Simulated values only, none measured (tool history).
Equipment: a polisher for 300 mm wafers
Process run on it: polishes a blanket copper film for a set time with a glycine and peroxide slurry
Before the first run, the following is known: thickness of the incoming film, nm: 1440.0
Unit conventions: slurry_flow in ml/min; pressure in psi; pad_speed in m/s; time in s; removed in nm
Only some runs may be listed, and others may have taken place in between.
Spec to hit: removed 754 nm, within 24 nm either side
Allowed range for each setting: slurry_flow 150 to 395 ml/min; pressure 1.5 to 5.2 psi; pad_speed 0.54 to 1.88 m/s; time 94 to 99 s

run,hour,slurry_flow,pressure,pad_speed,time,removed
1,0,250,3.3,1.2,94,562.48
2,8.2,250,3.3,1.04,94,495.58
3,9.8,250,3.6,1.04,94,523.76
4,16,250,3,1.04,94,475.79
5,21.2,250,3.4,1.06,94,518.92
6,29.2,250,3.4,0.96,94,480.29
7,33.8,260,4.4,1,94,576.68
8,38,260,4.5,1.04,94,619.73
9,45.7,260,4.6,1.06,94,626.68
10,48.3,260,4.7,1.08,94,652.21
11,52.5,260,4.8,1.1,94,667.22
12,54.5,260,4.9,1.12,94,686.84
13,57.6,260,5,1.14,94,704.16

4 candidate next runs follow, results not yet known. Just one meets every target within its allowed miss. Identify it.
A,60.7,215,4.2,1.38,98,?
B,60.7,380,4.5,1.2,94,?
C,60.7,280,5,1.22,99,?
D,60.7,270,4.5,1.1,95,?

move,removed
A,752.83
B,714.83
C,798.58
D,653.5
A: all results land within tolerance of their targets
B: gains on the last run, yet a result remains outside its allowed miss
C: takes the biggest miss from the last run beyond its target
D: moves away from the targets compared with the last run
The move that meets every target is A.

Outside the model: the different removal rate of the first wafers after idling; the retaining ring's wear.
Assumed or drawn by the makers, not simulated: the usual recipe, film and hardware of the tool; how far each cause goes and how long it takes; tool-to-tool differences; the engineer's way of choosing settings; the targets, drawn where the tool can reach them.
